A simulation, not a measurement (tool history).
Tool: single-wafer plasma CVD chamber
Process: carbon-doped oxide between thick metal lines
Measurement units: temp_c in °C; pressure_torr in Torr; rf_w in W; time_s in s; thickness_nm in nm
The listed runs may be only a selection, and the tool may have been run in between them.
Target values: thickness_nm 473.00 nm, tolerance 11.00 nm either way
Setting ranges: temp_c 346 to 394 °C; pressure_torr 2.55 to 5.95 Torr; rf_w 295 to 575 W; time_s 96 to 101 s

| run | hour | temp_c | pressure_torr | rf_w | time_s | thickness_nm |
|---|---|---|---|---|---|---|
| 1 | 0.0 | 370 | 4.25 | 435 | 101 | 425.40 |
| 2 | 4.9 | 370 | 4.25 | 390 | 101 | 387.56 |
| 3 | 7.1 | 370 | 3.99 | 390 | 101 | 383.68 |
| 4 | 11.8 | 374 | 3.99 | 390 | 101 | 380.49 |
| 5 | 15.8 | 374 | 3.99 | 390 | 96 | 361.95 |
| 6 | 24.1 | 380 | 3.99 | 390 | 96 | 359.12 |
| 7 | 25.8 | 380 | 4.14 | 400 | 96 | 367.94 |
| 8 | 29.7 | 379 | 4.29 | 410 | 96 | 379.03 |
| 9 | 38.4 | 378 | 4.43 | 420 | 96 | 389.45 |
| 10 | 42.7 | 377 | 4.56 | 425 | 96 | 395.37 |
| 11 | 49.9 | 376 | 4.67 | 430 | 96 | 399.43 |

Consider the 4 candidate settings below. Which is the only one whose results all fall within their allowed miss of target?
| A | 57.1 | 386 | 4.04 | 490 | 101 | ? |
| B | 57.1 | 372 | 4.09 | 500 | 101 | ? |
| C | 57.1 | 369 | 4.93 | 455 | 101 | ? |
| D | 57.1 | 363 | 5.20 | 435 | 101 | ? |

| move | thickness_nm |
|---|---|
| A | 450.60 |
| B | 468.67 |
| C | 450.85 |
| D | 442.51 |
A: an improvement on the last run, though not all results are within tolerance
B: meets every target
C: an improvement on the last run, though not all results are within tolerance
D: an improvement on the last run, though not all results are within tolerance
Answer: B
